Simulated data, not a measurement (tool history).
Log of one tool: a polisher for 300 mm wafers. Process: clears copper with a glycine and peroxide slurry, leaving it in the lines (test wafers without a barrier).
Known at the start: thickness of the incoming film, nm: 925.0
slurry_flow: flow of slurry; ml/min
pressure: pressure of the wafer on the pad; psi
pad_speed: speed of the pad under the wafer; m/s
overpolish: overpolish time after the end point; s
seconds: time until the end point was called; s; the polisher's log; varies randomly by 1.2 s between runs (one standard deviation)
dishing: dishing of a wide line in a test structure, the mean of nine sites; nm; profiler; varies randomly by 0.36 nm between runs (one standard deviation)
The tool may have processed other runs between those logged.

Run 1, day 0.000: slurry_flow 280 ml/min, pressure 3.4 psi, pad_speed 0.86 m/s, overpolish 15 s. Result: seconds 123.26 s, dishing 67.199 nm.
Run 2, day 0.258: slurry_flow 280 ml/min, pressure 2.5 psi, pad_speed 0.86 m/s, overpolish 15 s. Result: seconds 156.29 s, dishing 53.580 nm.
Run 3, day 0.321: slurry_flow 280 ml/min, pressure 2.5 psi, pad_speed 0.88 m/s, overpolish 13 s. Result: seconds 153.71 s, dishing 48.890 nm.
Run 4, day 0.679: slurry_flow 280 ml/min, pressure 2.5 psi, pad_speed 0.90 m/s, overpolish 11 s. Result: seconds 152.24 s, dishing 42.293 nm.
Run 5, day 0.879: slurry_flow 285 ml/min, pressure 2.6 psi, pad_speed 0.92 m/s, overpolish 10 s. Result: seconds 148.61 s, dishing 41.183 nm.
Run 6, day 1.079: slurry_flow 285 ml/min, pressure 3.3 psi, pad_speed 0.92 m/s, overpolish 10 s. Result: seconds 119.80 s, dishing 48.217 nm.
Run 7, day 1.375: slurry_flow 285 ml/min, pressure 3.2 psi, pad_speed 0.92 m/s, overpolish 9 s. Result: seconds 123.97 s, dishing 43.740 nm.

Run 8 comes next. What will it give?
Run 8, day 1.617: slurry_flow 295 ml/min, pressure 2.8 psi, pad_speed 0.94 m/s, overpolish 5 s. Result: seconds ?, dishing ?.

seconds: 136.82 s
dishing: 23.258 nm
